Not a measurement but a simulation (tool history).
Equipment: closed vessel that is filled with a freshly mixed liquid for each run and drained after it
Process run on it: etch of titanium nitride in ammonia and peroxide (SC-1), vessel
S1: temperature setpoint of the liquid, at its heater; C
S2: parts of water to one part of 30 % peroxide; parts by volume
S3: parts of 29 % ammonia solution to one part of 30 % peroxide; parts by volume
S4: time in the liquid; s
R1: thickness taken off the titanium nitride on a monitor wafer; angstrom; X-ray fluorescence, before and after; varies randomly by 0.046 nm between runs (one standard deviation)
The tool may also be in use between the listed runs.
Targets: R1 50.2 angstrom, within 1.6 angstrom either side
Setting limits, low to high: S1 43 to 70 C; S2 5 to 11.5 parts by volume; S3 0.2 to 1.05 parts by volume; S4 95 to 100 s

Run 1, hour 0: S1 59 C, S2 6.5 parts by volume, S3 0.55 parts by volume, S4 95 s. Result: R1 140.67 angstrom.
Run 2, hour 2.2: S1 56 C, S2 6.5 parts by volume, S3 0.55 parts by volume, S4 95 s. Result: R1 117.98 angstrom.
Run 3, hour 5: S1 53.5 C, S2 6.5 parts by volume, S3 0.55 parts by volume, S4 95 s. Result: R1 98.805 angstrom.
Run 4, hour 12.5: S1 51.5 C, S2 6.5 parts by volume, S3 0.55 parts by volume, S4 95 s. Result: R1 85.511 angstrom.
At hour 15.8: ammonia flow meter replaced.
Run 5, hour 15.8: S1 50 C, S2 6.5 parts by volume, S3 0.55 parts by volume, S4 95 s. Result: R1 76.405 angstrom.
Run 6, hour 25: S1 50 C, S2 5 parts by volume, S3 0.55 parts by volume, S4 95 s. Result: R1 85.094 angstrom.
Run 7, hour 28.5: S1 48.5 C, S2 5 parts by volume, S3 0.55 parts by volume, S4 95 s. Result: R1 77.879 angstrom.
Run 8, hour 33: S1 47.5 C, S2 5 parts by volume, S3 0.55 parts by volume, S4 95 s. Result: R1 72.936 angstrom.
Run 9, hour 38.1: S1 46.5 C, S2 5 parts by volume, S3 0.55 parts by volume, S4 95 s. Result: R1 67.95 angstrom.
Run 10, hour 41.2: S1 46 C, S2 5 parts by volume, S3 0.55 parts by volume, S4 95 s. Result: R1 65.393 angstrom.
Run 11, hour 43.1: S1 45.5 C, S2 5 parts by volume, S3 0.55 parts by volume, S4 95 s. Result: R1 63.061 angstrom.
Run 12, hour 46.9: S1 45 C, S2 5 parts by volume, S3 0.55 parts by volume, S4 95 s. Result: R1 60.977 angstrom.
Run 13, hour 51.2: S1 44.5 C, S2 5 parts by volume, S3 0.55 parts by volume, S4 95 s. Result: R1 58.838 angstrom.
Run 14, hour 56.5: S1 44.5 C, S2 5 parts by volume, S3 0.55 parts by volume, S4 95 s. Result: R1 57.753 angstrom.
Run 15, hour 60.3: S1 44 C, S2 5 parts by volume, S3 0.55 parts by volume, S4 95 s. Result: R1 56.746 angstrom.
Run 16, hour 68.3: S1 43.5 C, S2 5.5 parts by volume, S3 0.55 parts by volume, S4 95 s. Result: R1 53.158 angstrom.

Below are 4 possible settings for the next run. Only one of them brings all results inside the allowed miss of their targets. Which is it?
Run A, hour 76.3: S1 44.5 C, S2 6 parts by volume, S3 0.6 parts by volume, S4 95 s. Result: R1 ?.
Run B, hour 76.3: S1 43 C, S2 6.5 parts by volume, S3 0.5 parts by volume, S4 95 s. Result: R1 ?.
Run C, hour 76.3: S1 44 C, S2 6.5 parts by volume, S3 0.55 parts by volume, S4 95 s. Result: R1 ?.
Run D, hour 76.3: S1 44 C, S2 5.5 parts by volume, S3 0.65 parts by volume, S4 95 s. Result: R1 ?.

move      R1
   A  55.012
   B  46.138
   C  50.377
   D  55.928
A: further off than the last run
B: takes the result that was furthest off past its target
C: in spec on every target
D: further off than the last run
So the answer is move C, the one that meets all the targets.

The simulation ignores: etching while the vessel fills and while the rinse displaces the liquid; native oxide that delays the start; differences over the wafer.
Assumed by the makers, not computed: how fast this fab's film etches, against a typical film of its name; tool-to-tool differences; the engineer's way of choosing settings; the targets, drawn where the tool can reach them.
